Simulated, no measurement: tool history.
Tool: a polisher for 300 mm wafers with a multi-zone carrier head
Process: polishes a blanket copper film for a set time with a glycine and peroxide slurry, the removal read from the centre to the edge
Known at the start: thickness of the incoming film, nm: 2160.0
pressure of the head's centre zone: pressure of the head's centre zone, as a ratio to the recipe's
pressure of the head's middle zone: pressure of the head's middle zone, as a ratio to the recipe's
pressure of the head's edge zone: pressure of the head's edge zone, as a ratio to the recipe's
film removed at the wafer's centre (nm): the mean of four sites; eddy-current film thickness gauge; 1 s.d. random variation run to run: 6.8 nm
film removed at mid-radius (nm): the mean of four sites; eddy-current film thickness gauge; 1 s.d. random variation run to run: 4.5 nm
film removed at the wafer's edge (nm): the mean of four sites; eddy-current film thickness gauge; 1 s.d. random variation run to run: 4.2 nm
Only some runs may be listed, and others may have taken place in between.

| run | hour | flow of slurry (ml/min) | pressure of the head's centre zone | pressure of the head's middle zone | pressure of the head's edge zone | polishing time (s) | film removed at the wafer's centre (nm) | film removed at mid-radius (nm) | film removed at the wafer's edge (nm) |
|---|---|---|---|---|---|---|---|---|---|
| 1 | 0 | 275 | 1 | 1 | 1 | 84 | 360.11 | 363.1 | 378.3 |
| 2 | 8.7 | 280 | 1.03 | 0.99 | 1.02 | 86 | 384.87 | 363.92 | 387.52 |
| 3 | 15.9 | 280 | 1.04 | 0.98 | 1.04 | 88 | 399.39 | 371.04 | 397.52 |
| 4 | 22.2 | 280 | 1.05 | 0.97 | 1.06 | 90 | 406.71 | 378.63 | 420.83 |
| 5 | 30.1 | 285 | 1.07 | 0.97 | 1.07 | 91 | 426.16 | 380.61 | 423.76 |
| 6 | 37.6 | 285 | 1.07 | 0.97 | 1.1 | 91 | 422 | 383.17 | 437.29 |

Run 7 comes next. What will it give?
| 7 | 40.8 | 290 | 1.09 | 0.97 | 1.11 | 91 | ? | ? | ? |

Run 7 came out at film removed at the wafer's centre (nm) 431.08, film removed at mid-radius (nm) 378.81, film removed at the wafer's edge (nm) 430.83.
